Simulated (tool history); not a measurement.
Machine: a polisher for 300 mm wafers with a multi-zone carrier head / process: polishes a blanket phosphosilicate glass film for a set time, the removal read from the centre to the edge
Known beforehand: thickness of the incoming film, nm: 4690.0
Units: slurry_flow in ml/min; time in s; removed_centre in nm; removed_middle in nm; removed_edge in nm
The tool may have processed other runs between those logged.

run	hour	slurry_flow	centre_zone	middle_zone	edge_zone	slurry_solids	time	removed_centre	removed_middle	removed_edge
1	0	130	1	1	1	1	63	621.67	633.57	647.02
2	8.6	130	1	1	0.93	1	63	612.73	620.82	612.57
3	9.5	130	1.01	1.01	0.91	0.9	61	588.81	588.71	560.37
4	13.3	130	1.01	1.01	0.9	0.85	60	558.19	562.25	549.05
5	21.2	130	1.03	1.02	0.88	0.8	58	546.43	539.1	508.73
6	27.4	130	1.12	1.02	0.88	0.8	58	585.11	555.25	499.88

Expected results for the next run?
7	31.1	125	1.11	1.02	0.87	0.75	57	?	?	?

{"run 7": {"removed_centre": 550.65, "removed_middle": 504.41, "removed_edge": 479.45}}
